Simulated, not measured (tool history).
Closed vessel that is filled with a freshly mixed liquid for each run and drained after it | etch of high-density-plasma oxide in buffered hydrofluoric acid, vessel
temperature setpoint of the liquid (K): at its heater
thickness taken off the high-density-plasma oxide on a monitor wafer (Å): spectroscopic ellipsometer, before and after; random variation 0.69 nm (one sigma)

run	hour	temperature setpoint of the liquid (K)	parts of 40 % ammonium fluoride to one part of 49 % hydrofluoric acid (parts by volume)	time in the liquid (s)	thickness taken off the high-density-plasma oxide on a monitor wafer (Å)
1	0.0	295.15	10.0	105	1858.4
2	6.3	295.15	10.0	105	1855.1
3	9.8	295.65	10.0	105	1906.3
4	14.6	296.15	10.0	105	1948.4
5	23.7	299.65	10.0	105	2360.9
6	27.0	303.15	10.0	105	2859.7
7	34.9	302.15	10.0	105	2706.7

The next listed run, before its measurement:
8	41.4	301.65	10.0	105	?

{"run 8": {"thickness taken off the high-density-plasma oxide on a monitor wafer (Å)": 2625.3}}

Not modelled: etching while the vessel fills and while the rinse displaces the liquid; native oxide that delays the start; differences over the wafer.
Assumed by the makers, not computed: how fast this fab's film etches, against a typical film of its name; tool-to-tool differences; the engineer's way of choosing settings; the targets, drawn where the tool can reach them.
